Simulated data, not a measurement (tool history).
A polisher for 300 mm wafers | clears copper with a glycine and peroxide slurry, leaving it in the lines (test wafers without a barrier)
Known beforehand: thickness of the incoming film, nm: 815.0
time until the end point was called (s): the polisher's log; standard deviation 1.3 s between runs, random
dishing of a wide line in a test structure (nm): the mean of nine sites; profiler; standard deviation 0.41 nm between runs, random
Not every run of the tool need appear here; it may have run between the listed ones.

run	hour	flow of slurry (ml/min)	pressure of the wafer on the pad (psi)	speed of the pad under the wafer (m/s)	overpolish time after the end point (s)	time until the end point was called (s)	dishing of a wide line in a test structure (nm)
1	0	175	2.2	1.08	24	170.3	39.774
2	4	165	2.1	1.14	22	172.32	39.066
3	7	165	1.6	1.14	22	212.32	35.75
4	14.1	175	1.6	1.16	20	206.12	35.172
5	22.1	185	1.6	1.18	19	203	33.043
6	23.9	195	1.6	1.22	18	194.06	34.238
7	30.3	205	1.6	1.24	17	194.65	32.68
8	34.8	255	1.1	1.54	7	208.78	16.686
9	39.9	255	1.2	1.54	7	197.73	17.43
10	40.8	260	1.7	1.54	13	149.5	32.355
11	49.3	255	1.7	1.56	12	150.03	30.33

Expected results for the next run?
12	51.8	205	1.7	1.68	7	?	?

{"run 12": {"time until the end point was called (s)": 144.81, "dishing of a wide line in a test structure (nm)": 22.465}}

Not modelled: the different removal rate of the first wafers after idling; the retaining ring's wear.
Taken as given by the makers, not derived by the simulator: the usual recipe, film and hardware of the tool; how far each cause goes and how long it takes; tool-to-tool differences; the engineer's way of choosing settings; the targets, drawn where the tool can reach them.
